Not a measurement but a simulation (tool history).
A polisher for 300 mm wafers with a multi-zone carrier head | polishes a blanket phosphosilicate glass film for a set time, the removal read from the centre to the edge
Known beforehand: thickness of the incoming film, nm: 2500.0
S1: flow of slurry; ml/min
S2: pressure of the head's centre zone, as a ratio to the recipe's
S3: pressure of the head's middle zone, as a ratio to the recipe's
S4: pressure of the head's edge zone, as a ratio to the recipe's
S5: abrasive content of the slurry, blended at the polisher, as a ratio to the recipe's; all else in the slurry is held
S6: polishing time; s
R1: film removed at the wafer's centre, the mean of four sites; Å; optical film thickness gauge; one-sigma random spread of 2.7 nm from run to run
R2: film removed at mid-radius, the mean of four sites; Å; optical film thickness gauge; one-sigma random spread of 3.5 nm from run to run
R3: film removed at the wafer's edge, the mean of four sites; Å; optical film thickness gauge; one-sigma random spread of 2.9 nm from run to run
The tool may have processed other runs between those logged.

Run 1, hour 0: S1 195 ml/min, S2 1, S3 1, S4 1, S5 1, S6 48 s. Result: R1 5898.3 Å, R2 5785.9 Å, R3 5605.2 Å.
Run 2, hour 4.6: S1 195 ml/min, S2 1, S3 1, S4 1, S5 1, S6 53 s. Result: R1 6451.8 Å, R2 6411.4 Å, R3 6135 Å.
Run 3, hour 12.2: S1 195 ml/min, S2 1, S3 1, S4 1, S5 0.85, S6 53 s. Result: R1 5830.6 Å, R2 5883.2 Å, R3 5563.9 Å.
Run 4, hour 20.9: S1 180 ml/min, S2 0.95, S3 0.98, S4 0.95, S5 0.8, S6 53 s. Result: R1 5403.7 Å, R2 5524.1 Å, R3 5278.7 Å.
Run 5, hour 27.6: S1 180 ml/min, S2 0.95, S3 0.98, S4 0.95, S5 0.8, S6 58 s. Result: R1 5842.8 Å, R2 6006.9 Å, R3 5746.5 Å.
Run 6, hour 35.9: S1 170 ml/min, S2 0.91, S3 0.98, S4 0.92, S5 0.7, S6 58 s. Result: R1 5166.3 Å, R2 5428.8 Å, R3 5162.8 Å.
Run 7, hour 39.2: S1 155 ml/min, S2 0.88, S3 1, S4 0.9, S5 0.65, S6 58 s. Result: R1 4684.6 Å, R2 5170 Å, R3 4765.8 Å.
Run 8, hour 44.6: S1 145 ml/min, S2 0.86, S3 1, S4 0.89, S5 0.65, S6 58 s. Result: R1 4508.1 Å, R2 5212.9 Å, R3 4796.6 Å.
Run 9, hour 52.9: S1 140 ml/min, S2 0.85, S3 0.99, S4 0.87, S5 0.65, S6 58 s. Result: R1 4420.3 Å, R2 5082.7 Å, R3 4704.5 Å.
Run 10, hour 58.5: S1 135 ml/min, S2 0.84, S3 0.99, S4 0.85, S5 0.65, S6 58 s. Result: R1 4361.2 Å, R2 5104.5 Å, R3 4613.6 Å.

Run 11, settings as shown, results not yet in. Your forecast:
Run 11, hour 59.6: S1 130 ml/min, S2 0.83, S3 0.98, S4 0.84, S5 0.65, S6 58 s. Result: R1 ?, R2 ?, R3 ?.

Run 11 measured R1 4267.8 Å, R2 4923 Å, R3 4552.6 Å.

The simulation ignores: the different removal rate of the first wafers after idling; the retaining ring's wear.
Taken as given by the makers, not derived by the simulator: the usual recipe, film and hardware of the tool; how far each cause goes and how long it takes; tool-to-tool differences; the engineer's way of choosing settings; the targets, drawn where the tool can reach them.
